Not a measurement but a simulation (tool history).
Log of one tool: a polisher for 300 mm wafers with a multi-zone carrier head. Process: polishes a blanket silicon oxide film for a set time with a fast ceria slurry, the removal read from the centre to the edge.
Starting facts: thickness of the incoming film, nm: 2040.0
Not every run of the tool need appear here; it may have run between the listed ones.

run	day	flow of slurry (ml/min)	pressure of the head's centre zone	pressure of the head's middle zone	pressure of the head's edge zone	polishing time (s)	film removed at the wafer's centre (Å)	film removed at mid-radius (Å)	film removed at the wafer's edge (Å)
1	0.000	300	1.00	1.00	1.00	41	7668.9	7383.7	7644.6
2	0.367	300	1.00	1.08	1.00	41	7698.1	7845.6	7434.8
3	0.408	300	1.00	1.00	1.00	41	7503.5	7214.4	7589.4
4	0.750	305	1.02	1.03	1.03	44	8310.2	7984.1	8274.0
5	1.021	305	0.96	1.03	1.03	44	8080.8	8005.2	8217.5
6	1.379	305	0.96	1.03	1.09	44	8063.5	8116.9	8477.4

Run 7 comes next. What will it give?
7	1.562	315	1.01	1.05	1.10	46	?	?	?

Run 7 yielded film removed at the wafer's centre (Å) 8675.0, film removed at mid-radius (Å) 8616.4, film removed at the wafer's edge (Å) 9008.0.
